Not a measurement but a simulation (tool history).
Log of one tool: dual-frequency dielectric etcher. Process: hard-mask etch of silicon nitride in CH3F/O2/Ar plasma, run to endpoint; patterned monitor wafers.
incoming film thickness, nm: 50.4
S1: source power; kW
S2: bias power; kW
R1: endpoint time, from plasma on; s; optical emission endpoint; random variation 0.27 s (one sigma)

Run 1, hour 0.0: S1 0.460 kW, S2 0.087 kW. Result: R1 58.788 s.
Run 2, hour 3.9: S1 0.460 kW, S2 0.095 kW. Result: R1 56.345 s.
Run 3, hour 8.7: S1 0.460 kW, S2 0.085 kW. Result: R1 59.539 s.
Run 4, hour 11.6: S1 0.460 kW, S2 0.094 kW. Result: R1 56.750 s.
Run 5, hour 18.1: S1 0.460 kW, S2 0.101 kW. Result: R1 55.338 s.
Run 6, hour 25.6: S1 0.490 kW, S2 0.103 kW. Result: R1 53.280 s.

The next listed run, before its measurement:
Run 7, hour 32.0: S1 0.510 kW, S2 0.104 kW. Result: R1 ?.

Run 7 gave R1 52.165 s.
